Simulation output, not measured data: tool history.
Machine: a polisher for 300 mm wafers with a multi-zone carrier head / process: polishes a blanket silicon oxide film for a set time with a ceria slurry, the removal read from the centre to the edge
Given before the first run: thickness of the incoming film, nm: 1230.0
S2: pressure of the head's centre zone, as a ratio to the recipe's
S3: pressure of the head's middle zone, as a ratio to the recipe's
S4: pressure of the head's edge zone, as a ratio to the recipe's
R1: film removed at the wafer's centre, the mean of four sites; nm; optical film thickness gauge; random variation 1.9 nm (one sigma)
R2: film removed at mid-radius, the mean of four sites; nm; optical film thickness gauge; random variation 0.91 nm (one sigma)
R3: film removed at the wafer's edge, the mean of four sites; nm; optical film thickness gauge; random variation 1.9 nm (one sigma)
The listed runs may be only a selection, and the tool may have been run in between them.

run 1 day=0.000 | flow_of_slurry_(ml/min)=255 S2=1.00 S3=1.00 S4=1.00 polishing_time_(s)=59 | R1=157.11 R2=159.32 R3=160.24
run 2 day=0.288 | flow_of_slurry_(ml/min)=245 S2=0.99 S3=0.96 S4=1.01 polishing_time_(s)=59 | R1=158.09 R2=154.01 R3=163.13
run 3 day=0.504 | flow_of_slurry_(ml/min)=245 S2=0.99 S3=0.96 S4=0.95 polishing_time_(s)=59 | R1=160.83 R2=153.96 R3=154.64
run 4 day=0.712 | flow_of_slurry_(ml/min)=245 S2=0.99 S3=1.01 S4=0.95 polishing_time_(s)=59 | R1=157.66 R2=162.64 R3=155.48
run 5 day=1.054 | flow_of_slurry_(ml/min)=245 S2=0.99 S3=1.08 S4=0.95 polishing_time_(s)=59 | R1=159.33 R2=169.76 R3=155.71
run 6 day=1.308 | flow_of_slurry_(ml/min)=245 S2=0.99 S3=1.08 S4=0.89 polishing_time_(s)=59 | R1=159.99 R2=171.43 R3=153.21

Run 7 comes next. What will it give?
run 7 day=1.588 | flow_of_slurry_(ml/min)=235 S2=0.97 S3=1.00 S4=0.93 polishing_time_(s)=59 | R1=? R2=? R3=?

{"run 7": {"R1": 157.32, "R2": 157.74, "R3": 152.58}}

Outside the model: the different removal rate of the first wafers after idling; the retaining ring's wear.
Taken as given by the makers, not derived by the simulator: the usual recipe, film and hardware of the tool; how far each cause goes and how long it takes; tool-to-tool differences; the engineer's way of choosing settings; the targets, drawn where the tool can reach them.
